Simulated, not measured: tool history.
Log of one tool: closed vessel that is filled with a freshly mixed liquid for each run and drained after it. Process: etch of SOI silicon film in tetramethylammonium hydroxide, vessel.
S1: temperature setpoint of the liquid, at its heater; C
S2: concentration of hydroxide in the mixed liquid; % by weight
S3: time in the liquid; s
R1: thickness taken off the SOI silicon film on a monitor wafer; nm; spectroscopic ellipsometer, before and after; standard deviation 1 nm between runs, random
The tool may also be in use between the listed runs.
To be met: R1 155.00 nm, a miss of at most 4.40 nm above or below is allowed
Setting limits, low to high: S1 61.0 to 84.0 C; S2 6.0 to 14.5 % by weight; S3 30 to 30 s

run,day,S1,S2,S3,R1
1,0.000,74.0,9.5,30,272.61
2,0.362,71.5,9.5,30,235.88
3,0.704,67.5,9.5,30,183.67
4,1.079,67.5,10.0,30,182.47
5,1.446,69.5,10.0,30,205.08
6,1.762,68.5,10.0,30,192.34
7,1.988,67.5,10.0,30,181.57
8,2.196,67.0,10.0,30,176.03
9,2.479,66.5,10.0,30,168.57
10,2.617,66.5,10.0,30,171.18

Exactly one of the 4 candidate moves below puts every result within its allowed miss. Which one?
A,2.754,66.5,11.0,30,?
B,2.754,65.5,8.5,30,?
C,2.754,64.0,9.0,30,?
D,2.754,67.0,11.5,30,?

move,R1
A,165.90
B,171.54
C,153.54
D,168.14
A: closer than the last run, but not yet in spec
B: about as far from the targets as the last run
C: all results land within tolerance of their targets
D: closer than the last run, but not yet in spec
Answer: C

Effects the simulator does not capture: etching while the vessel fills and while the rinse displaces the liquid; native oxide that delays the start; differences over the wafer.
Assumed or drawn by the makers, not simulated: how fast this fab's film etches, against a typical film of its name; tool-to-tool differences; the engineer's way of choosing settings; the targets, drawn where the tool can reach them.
